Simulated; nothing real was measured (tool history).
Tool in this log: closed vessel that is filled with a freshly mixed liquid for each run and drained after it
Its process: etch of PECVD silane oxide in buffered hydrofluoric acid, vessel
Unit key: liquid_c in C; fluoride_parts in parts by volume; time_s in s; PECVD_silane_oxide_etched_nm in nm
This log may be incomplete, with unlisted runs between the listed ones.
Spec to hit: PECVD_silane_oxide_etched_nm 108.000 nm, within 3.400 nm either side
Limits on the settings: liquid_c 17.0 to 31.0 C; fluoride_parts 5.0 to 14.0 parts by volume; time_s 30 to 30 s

run 1 hour=0.0 | liquid_c=23.0 fluoride_parts=8.5 time_s=30 | PECVD_silane_oxide_etched_nm=55.647
run 2 hour=3.4 | liquid_c=23.0 fluoride_parts=7.0 time_s=30 | PECVD_silane_oxide_etched_nm=67.491
run 3 hour=9.6 | liquid_c=23.0 fluoride_parts=7.0 time_s=30 | PECVD_silane_oxide_etched_nm=67.451
run 4 hour=18.4 | liquid_c=24.5 fluoride_parts=7.0 time_s=30 | PECVD_silane_oxide_etched_nm=73.791
run 5 hour=23.7 | liquid_c=24.5 fluoride_parts=7.0 time_s=30 | PECVD_silane_oxide_etched_nm=74.554
run 6 hour=30.5 | liquid_c=21.5 fluoride_parts=7.0 time_s=30 | PECVD_silane_oxide_etched_nm=62.860
run 7 hour=36.7 | liquid_c=22.5 fluoride_parts=7.0 time_s=30 | PECVD_silane_oxide_etched_nm=66.251
run 8 hour=43.6 | liquid_c=23.5 fluoride_parts=7.0 time_s=30 | PECVD_silane_oxide_etched_nm=70.519
run 9 hour=45.8 | liquid_c=24.5 fluoride_parts=7.0 time_s=30 | PECVD_silane_oxide_etched_nm=74.462
run 10 hour=47.1 | liquid_c=25.0 fluoride_parts=7.0 time_s=30 | PECVD_silane_oxide_etched_nm=75.599
run 11 hour=56.1 | liquid_c=25.5 fluoride_parts=7.0 time_s=30 | PECVD_silane_oxide_etched_nm=78.323
run 12 hour=63.6 | liquid_c=29.5 fluoride_parts=7.0 time_s=30 | PECVD_silane_oxide_etched_nm=96.893
run 13 hour=70.8 | liquid_c=31.0 fluoride_parts=6.5 time_s=30 | PECVD_silane_oxide_etched_nm=113.440

4 next moves are on the table. One of them brings every result within its allowed miss. Which?
run A hour=78.0 | liquid_c=31.0 fluoride_parts=7.5 time_s=30 | PECVD_silane_oxide_etched_nm=?
run B hour=78.0 | liquid_c=29.0 fluoride_parts=6.5 time_s=30 | PECVD_silane_oxide_etched_nm=?
run C hour=78.0 | liquid_c=30.5 fluoride_parts=6.5 time_s=30 | PECVD_silane_oxide_etched_nm=?
run D hour=78.0 | liquid_c=30.0 fluoride_parts=7.0 time_s=30 | PECVD_silane_oxide_etched_nm=?

move=A PECVD_silane_oxide_etched_nm=98.307
move=B PECVD_silane_oxide_etched_nm=101.690
move=C PECVD_silane_oxide_etched_nm=110.010
move=D PECVD_silane_oxide_etched_nm=100.510
A: takes the biggest miss from the last run beyond its target
B: takes the biggest miss from the last run beyond its target
C: each result inside its tolerance
D: takes the biggest miss from the last run beyond its target
C meets every target.
